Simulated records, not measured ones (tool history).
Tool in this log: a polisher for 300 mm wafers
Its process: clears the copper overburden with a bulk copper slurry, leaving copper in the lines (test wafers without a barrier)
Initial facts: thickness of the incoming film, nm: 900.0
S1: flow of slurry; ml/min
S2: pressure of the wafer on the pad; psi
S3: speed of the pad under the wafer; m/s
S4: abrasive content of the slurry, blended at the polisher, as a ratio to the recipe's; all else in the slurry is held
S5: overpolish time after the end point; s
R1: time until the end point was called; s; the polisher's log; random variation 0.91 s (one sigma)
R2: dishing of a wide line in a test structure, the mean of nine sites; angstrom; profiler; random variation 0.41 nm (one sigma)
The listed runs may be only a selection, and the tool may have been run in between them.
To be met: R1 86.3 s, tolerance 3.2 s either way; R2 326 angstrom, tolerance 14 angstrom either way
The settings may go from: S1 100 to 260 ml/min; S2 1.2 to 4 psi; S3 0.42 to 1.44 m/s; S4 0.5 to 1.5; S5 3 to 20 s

Run 1, hour 0: S1 165 ml/min, S2 2.6 psi, S3 0.92 m/s, S4 1, S5 10 s. Result: R1 115.55 s, R2 439.59 angstrom.
Run 2, hour 2.8: S1 170 ml/min, S2 2.7 psi, S3 0.92 m/s, S4 1, S5 9 s. Result: R1 115.13 s, R2 407.28 angstrom.
Run 3, hour 10.3: S1 170 ml/min, S2 2.9 psi, S3 0.92 m/s, S4 1, S5 8 s. Result: R1 109.72 s, R2 391.96 angstrom.
Run 4, hour 17.5: S1 170 ml/min, S2 2.9 psi, S3 0.92 m/s, S4 0.85, S5 8 s. Result: R1 113.59 s, R2 380.63 angstrom.
Run 5, hour 22.5: S1 150 ml/min, S2 2.9 psi, S3 0.92 m/s, S4 0.85, S5 8 s. Result: R1 115.06 s, R2 379.91 angstrom.
Run 6, hour 24: S1 150 ml/min, S2 3.1 psi, S3 0.92 m/s, S4 0.85, S5 7 s. Result: R1 108.16 s, R2 349.08 angstrom.
Run 7, hour 32.8: S1 155 ml/min, S2 3.2 psi, S3 0.92 m/s, S4 0.85, S5 7 s. Result: R1 107.74 s, R2 361.43 angstrom.
Run 8, hour 35.2: S1 140 ml/min, S2 3.8 psi, S3 0.98 m/s, S4 0.85, S5 3 s. Result: R1 89.762 s, R2 210.68 angstrom.
Run 9, hour 42.5: S1 150 ml/min, S2 3.8 psi, S3 1 m/s, S4 0.8, S5 3 s. Result: R1 89.47 s, R2 209.73 angstrom.
Run 10, hour 50.4: S1 150 ml/min, S2 3.7 psi, S3 1.02 m/s, S4 0.8, S5 4 s. Result: R1 88.229 s, R2 262.34 angstrom.
Run 11, hour 59.2: S1 155 ml/min, S2 3.7 psi, S3 1.02 m/s, S4 0.75, S5 4 s. Result: R1 88.614 s, R2 263.86 angstrom.
Run 12, hour 61.3: S1 165 ml/min, S2 3.7 psi, S3 1.02 m/s, S4 0.7, S5 4 s. Result: R1 90.063 s, R2 265.28 angstrom.
Run 13, hour 62.1: S1 170 ml/min, S2 3.7 psi, S3 1.02 m/s, S4 0.65, S5 4 s. Result: R1 92.94 s, R2 257.96 angstrom.
Run 14, hour 69.8: S1 170 ml/min, S2 3.7 psi, S3 1.04 m/s, S4 0.65, S5 4 s. Result: R1 91.039 s, R2 258.41 angstrom.
Run 15, hour 71.1: S1 175 ml/min, S2 3.9 psi, S3 1.04 m/s, S4 0.65, S5 7 s. Result: R1 85.628 s, R2 421.86 angstrom.
Run 16, hour 78.3: S1 175 ml/min, S2 3.9 psi, S3 1.04 m/s, S4 0.7, S5 7 s. Result: R1 83.316 s, R2 438.62 angstrom.
Run 17, hour 81.6: S1 170 ml/min, S2 3.9 psi, S3 1.04 m/s, S4 0.7, S5 7 s. Result: R1 84.859 s, R2 430.27 angstrom.
Run 18, hour 87.9: S1 170 ml/min, S2 3.9 psi, S3 1.04 m/s, S4 0.75, S5 7 s. Result: R1 85.084 s, R2 437.8 angstrom.
Run 19, hour 96.8: S1 165 ml/min, S2 3.9 psi, S3 1.04 m/s, S4 0.75, S5 7 s. Result: R1 83.933 s, R2 438.72 angstrom.
Run 20, hour 100.5: S1 170 ml/min, S2 3.7 psi, S3 1.04 m/s, S4 0.8, S5 6 s. Result: R1 86.961 s, R2 380.89 angstrom.
Run 21, hour 108.2: S1 170 ml/min, S2 3.7 psi, S3 1.04 m/s, S4 0.8, S5 6 s. Result: R1 84.393 s, R2 373.28 angstrom.
Run 22, hour 114.3: S1 165 ml/min, S2 3.7 psi, S3 1.04 m/s, S4 0.8, S5 6 s. Result: R1 85.784 s, R2 379.16 angstrom.
Run 23, hour 118.7: S1 160 ml/min, S2 3.8 psi, S3 1.02 m/s, S4 0.8, S5 6 s. Result: R1 86.379 s, R2 385.41 angstrom.
Run 24, hour 119.7: S1 170 ml/min, S2 3.7 psi, S3 1.04 m/s, S4 0.8, S5 3 s. Result: R1 85.688 s, R2 211.13 angstrom.
Run 25, hour 125.1: S1 160 ml/min, S2 3.7 psi, S3 1.06 m/s, S4 0.75, S5 3 s. Result: R1 85.988 s, R2 217.84 angstrom.
Run 26, hour 128.3: S1 160 ml/min, S2 3.9 psi, S3 1.02 m/s, S4 0.75, S5 4 s. Result: R1 85.845 s, R2 274.32 angstrom.

Below are 4 possible settings for the next run. Only one of them brings all results inside the allowed miss of their targets. Which is it?
Run A, hour 131.5: S1 115 ml/min, S2 4 psi, S3 1.18 m/s, S4 0.7, S5 5 s. Result: R1 ?, R2 ?.
Run B, hour 131.5: S1 105 ml/min, S2 3.5 psi, S3 1 m/s, S4 0.95, S5 6 s. Result: R1 ?, R2 ?.
Run C, hour 131.5: S1 150 ml/min, S2 3.9 psi, S3 1 m/s, S4 0.95, S5 3 s. Result: R1 ?, R2 ?.
Run D, hour 131.5: S1 155 ml/min, S2 4 psi, S3 1.02 m/s, S4 0.7, S5 5 s. Result: R1 ?, R2 ?.

move      R1      R2
   A  77.168  361.09
   B  93.846  356.07
   C   83.03  221.18
   D  85.753  331.85
A: pushes the last run's worst result past its target
B: pushes the last run's worst result past its target
C: the biggest miss grows against the last run
D: all results land within tolerance of their targets
D meets every target.
